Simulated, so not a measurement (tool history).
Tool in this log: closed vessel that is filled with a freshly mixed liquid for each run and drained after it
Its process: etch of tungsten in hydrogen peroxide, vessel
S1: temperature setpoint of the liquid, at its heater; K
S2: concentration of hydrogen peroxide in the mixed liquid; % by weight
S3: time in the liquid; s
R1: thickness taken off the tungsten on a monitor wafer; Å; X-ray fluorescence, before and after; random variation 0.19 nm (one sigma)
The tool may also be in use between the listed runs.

run 1 hour=0 | S1=320.15 S2=16.5 S3=30 | R1=483.13
run 2 hour=7.7 | S1=316.65 S2=16.5 S3=30 | R1=383.74
run 3 hour=15.1 | S1=314.15 S2=16.5 S3=30 | R1=327.56
run 4 hour=23.4 | S1=314.15 S2=16.5 S3=30 | R1=333.67
run 5 hour=25.3 | S1=312.15 S2=16.5 S3=30 | R1=288.5
run 6 hour=26.3 | S1=310.65 S2=16.5 S3=30 | R1=259.83
run 7 hour=31.9 | S1=309.65 S2=16.5 S3=30 | R1=242.81

Expected results for the next run?
run 8 hour=37.3 | S1=306.15 S2=16.5 S3=30 | R1=?

Run 8 produced R1 196.11 Å.
